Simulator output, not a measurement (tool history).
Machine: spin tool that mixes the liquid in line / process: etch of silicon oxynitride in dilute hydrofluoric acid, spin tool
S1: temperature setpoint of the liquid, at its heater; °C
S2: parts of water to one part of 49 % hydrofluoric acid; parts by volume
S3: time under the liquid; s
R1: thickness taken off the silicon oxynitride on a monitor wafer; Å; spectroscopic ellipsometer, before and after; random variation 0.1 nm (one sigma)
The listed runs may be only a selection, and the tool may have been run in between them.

| run | hour | S1 | S2 | S3 | R1 |
|---|---|---|---|---|---|
| 1 | 0.0 | 23.0 | 215 | 325 | 24.854 |
| 2 | 6.4 | 19.5 | 215 | 325 | 20.698 |
| 3 | 10.1 | 19.5 | 145 | 325 | 33.109 |
| 4 | 13.7 | 19.5 | 190 | 325 | 24.827 |
| 5 | 20.5 | 19.5 | 125 | 325 | 39.516 |
| 6 | 22.6 | 19.5 | 65 | 325 | 78.860 |
| 7 | 27.7 | 19.0 | 65 | 325 | 77.294 |

For run 8, what comes out?
| 8 | 36.2 | 18.0 | 70 | 325 | ? |

{"run 8": {"R1": 65.781}}

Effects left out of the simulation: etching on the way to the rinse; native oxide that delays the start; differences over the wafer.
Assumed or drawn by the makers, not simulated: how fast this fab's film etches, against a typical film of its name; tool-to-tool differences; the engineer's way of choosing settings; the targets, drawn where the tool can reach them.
